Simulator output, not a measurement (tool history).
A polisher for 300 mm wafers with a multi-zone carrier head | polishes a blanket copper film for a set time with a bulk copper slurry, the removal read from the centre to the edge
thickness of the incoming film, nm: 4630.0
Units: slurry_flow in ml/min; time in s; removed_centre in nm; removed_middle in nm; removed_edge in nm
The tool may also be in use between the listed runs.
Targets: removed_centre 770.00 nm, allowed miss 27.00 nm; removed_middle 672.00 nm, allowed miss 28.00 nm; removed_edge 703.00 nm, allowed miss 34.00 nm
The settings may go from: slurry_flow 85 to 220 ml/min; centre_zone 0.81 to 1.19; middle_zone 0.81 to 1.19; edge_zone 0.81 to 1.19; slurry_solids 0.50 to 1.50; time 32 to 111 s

run  hour  slurry_flow  centre_zone  middle_zone  edge_zone  slurry_solids  time  removed_centre  removed_middle  removed_edge
  1   0.0          140         1.00         1.00       1.00           1.00    71          467.52          468.93        450.41
  2   4.3          145         1.01         1.00       1.02           1.05    73          486.80          468.33        469.84
  3   6.1          150         1.02         1.01       1.02           1.10    76          522.11          511.10        502.20
  4  13.1          150         1.02         1.01       1.02           1.10    91          634.62          612.85        611.50
  5  16.4          150         1.02         1.01       1.02           1.20    91          635.84          620.38        616.22
  6  21.2          155         1.03         1.01       1.03           1.20    91          657.07          624.61        615.16
  7  29.0          160         1.03         1.01       1.04           1.20    92          667.65          638.15        631.35
  8  34.4          160         1.03         1.01       1.04           1.20    92          652.89          644.57        626.80

5 next moves are on the table. One of them brings every result within its allowed miss. Which?
  A  39.8          105         1.14         0.81       1.03           1.20   110               ?               ?             ?
  B  39.8          125         1.12         0.84       1.06           1.15   105               ?               ?             ?
  C  39.8          135         1.17         0.90       0.99           1.10   109               ?               ?             ?
  D  39.8          115         1.11         0.94       1.01           1.15   110               ?               ?             ?
  E  39.8          165         1.15         0.92       1.02           1.20   103               ?               ?             ?

move  removed_centre  removed_middle  removed_edge
   A          783.07          609.84        695.72
   B          770.76          616.57        690.28
   C          842.84          669.24        695.69
   D          781.66          669.72        694.98
   E          835.57          677.94        698.68
A: brings the result that was furthest off to its target, and leaves another outside
B: brings the result that was furthest off to its target, and leaves another outside
C: takes the result that was furthest off past its target
D: meets every target
E: takes the result that was furthest off past its target
Answer: D
